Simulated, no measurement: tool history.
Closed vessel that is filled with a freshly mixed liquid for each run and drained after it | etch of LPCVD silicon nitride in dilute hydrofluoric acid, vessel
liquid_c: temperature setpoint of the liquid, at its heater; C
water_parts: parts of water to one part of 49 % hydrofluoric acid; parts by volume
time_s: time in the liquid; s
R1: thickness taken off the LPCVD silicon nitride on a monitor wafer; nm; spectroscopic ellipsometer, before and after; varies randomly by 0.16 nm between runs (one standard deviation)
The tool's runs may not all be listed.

{"run": 1, "day": 0.0, "liquid_c": 21, "water_parts": 90, "time_s": 3235, "R1": 13.576}
{"run": 2, "day": 0.158, "liquid_c": 22, "water_parts": 90, "time_s": 3235, "R1": 14.433}
{"run": 3, "day": 0.446, "liquid_c": 22, "water_parts": 90, "time_s": 3445, "R1": 15.448}
{"run": 4, "day": 0.729, "liquid_c": 22, "water_parts": 90, "time_s": 3445, "R1": 15.389}
{"run": 5, "day": 1.0, "liquid_c": 22, "water_parts": 90, "time_s": 3235, "R1": 14.41}
{"run": 6, "day": 1.254, "liquid_c": 24.5, "water_parts": 90, "time_s": 3235, "R1": 17.01}
{"run": 7, "day": 1.354, "liquid_c": 25, "water_parts": 90, "time_s": 3235, "R1": 17.408}
{"run": 8, "day": 1.488, "liquid_c": 25.5, "water_parts": 90, "time_s": 3235, "R1": 18.263}
{"run": 9, "day": 1.825, "liquid_c": 26, "water_parts": 90, "time_s": 3235, "R1": 18.959}
{"run": 10, "day": 2.112, "liquid_c": 26.5, "water_parts": 90, "time_s": 3235, "R1": 19.326}
{"run": 11, "day": 2.504, "liquid_c": 27, "water_parts": 90, "time_s": 3235, "R1": 19.892}
{"run": 12, "day": 2.762, "liquid_c": 27.5, "water_parts": 90, "time_s": 3235, "R1": 20.696}

Run 13 has not been measured yet. What should we expect?
{"run": 13, "day": 3.104, "liquid_c": 28.5, "water_parts": 85, "time_s": 3235, "R1": "?"}

Run 13 came out at R1 23.507 nm.

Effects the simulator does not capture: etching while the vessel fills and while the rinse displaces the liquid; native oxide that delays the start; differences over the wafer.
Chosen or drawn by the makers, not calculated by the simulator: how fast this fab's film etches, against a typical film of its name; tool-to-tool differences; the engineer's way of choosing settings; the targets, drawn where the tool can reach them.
